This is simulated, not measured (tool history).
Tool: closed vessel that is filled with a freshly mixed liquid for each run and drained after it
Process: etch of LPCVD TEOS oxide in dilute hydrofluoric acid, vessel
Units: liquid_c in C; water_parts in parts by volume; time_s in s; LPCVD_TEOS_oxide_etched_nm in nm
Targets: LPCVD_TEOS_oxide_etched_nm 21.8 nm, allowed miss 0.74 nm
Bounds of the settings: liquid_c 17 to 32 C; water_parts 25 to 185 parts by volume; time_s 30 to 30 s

run  hour  liquid_c  water_parts  time_s  LPCVD_TEOS_oxide_etched_nm
  1     0        24          105      30                      6.6933
  2   4.3      26.5          105      30                      7.2393
  3   7.7      26.5          125      30                      5.9322
  4  12.4      26.5          145      30                      5.1276
  5  15.2      26.5          145      30                      5.0237
  6  17.4      26.5          180      30                      3.8763
  7  26.5        27          160      30                       4.556
  8    34        31          120      30                       7.329
  9  37.8        31          110      30                      8.1947
 10  40.9        31          110      30                      8.1408
 11  44.6        32           70      30                      14.252
 12  48.3        32           65      30                      15.504
 13  57.2        32           30      30                      35.592
 14  66.3        32           35      30                      30.068

5 next moves are on the table. One of them brings every result within its allowed miss. Which?
  A  75.4        32           45      30                           ?
  B  75.4        31           45      30                           ?
  C  75.4      31.5           50      30                           ?
  D  75.4        32           50      30                           ?
  E  75.4      29.5           40      30                           ?

move  LPCVD_TEOS_oxide_etched_nm
   A                      22.725
   B                      21.857
   C                      19.899
   D                      20.288
   E                      23.358
A: nearer than the last run, and not there yet
B: meets every target
C: takes the result that was furthest off past its target
D: takes the result that was furthest off past its target
E: nearer than the last run, and not there yet
Answer: B

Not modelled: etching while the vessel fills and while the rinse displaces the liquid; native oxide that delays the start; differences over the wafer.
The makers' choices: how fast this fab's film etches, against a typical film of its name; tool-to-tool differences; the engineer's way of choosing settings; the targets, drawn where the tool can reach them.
